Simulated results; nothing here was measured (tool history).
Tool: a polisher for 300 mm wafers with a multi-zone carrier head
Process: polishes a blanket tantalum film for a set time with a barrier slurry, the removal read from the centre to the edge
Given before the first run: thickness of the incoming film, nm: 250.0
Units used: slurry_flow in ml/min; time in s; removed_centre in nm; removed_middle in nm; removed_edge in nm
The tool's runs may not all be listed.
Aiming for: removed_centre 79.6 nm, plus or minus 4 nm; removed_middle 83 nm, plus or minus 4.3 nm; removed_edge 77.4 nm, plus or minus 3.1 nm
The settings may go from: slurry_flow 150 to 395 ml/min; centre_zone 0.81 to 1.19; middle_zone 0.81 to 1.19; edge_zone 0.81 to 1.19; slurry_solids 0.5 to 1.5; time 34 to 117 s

run	hour	slurry_flow	centre_zone	middle_zone	edge_zone	slurry_solids	time	removed_centre	removed_middle	removed_edge
1	0	250	1	1	1	1	75	50.421	52.264	51.977
2	5.5	255	1.01	1.02	1.01	1.1	78	55.768	57.207	57.277
3	8.7	255	1.01	1.02	1.01	1.1	93	67.928	68.916	67.994
4	11.2	255	1.01	1.02	1.01	1.1	104	74.286	77.231	75.131
5	19.1	255	1.01	1.02	1.01	1.1	117	85.168	86.415	83.308
# hour 20.7: worn pad replaced by a new one
6	20.7	255	1.01	1.02	1.01	1.1	104	83.957	83.104	84.243
7	27.7	250	1.01	1.02	0.99	1.1	104	83.388	84.58	83.874
8	30.9	260	1.01	1.03	0.99	1.1	104	84.595	86.547	81.386
9	37.9	265	1	1.03	1	1.05	104	83.589	86.944	81.93
10	40	260	1	1.03	1	1.05	104	82.028	84.466	83.396

Which single option among these 5 for the next run brings every result within its allowed miss of target? Just one does.
A	42.1	340	1.11	0.96	1.19	1.1	94	?	?	?
B	42.1	295	1.01	1.18	0.87	1.5	92	?	?	?
C	42.1	295	0.99	1.02	0.9	0.85	106	?	?	?
D	42.1	340	1.13	0.99	0.92	1.3	93	?	?	?
E	42.1	240	0.95	0.98	1.08	1	112	?	?	?

move	removed_centre	removed_middle	removed_edge
A	84.162	78.019	81.741
B	81.348	96.285	74.323
C	80.495	85.4	75.806
D	87.725	82.376	75.455
E	83.982	88.917	88.475
A: closer than the last run, but not yet in spec
B: puts the biggest miss on target and leaves a different result outside tolerance
C: every result lands within tolerance
D: puts the biggest miss on target and leaves a different result outside tolerance
E: its largest miss is bigger than the last run's
C is the move that brings every result within its allowed miss.
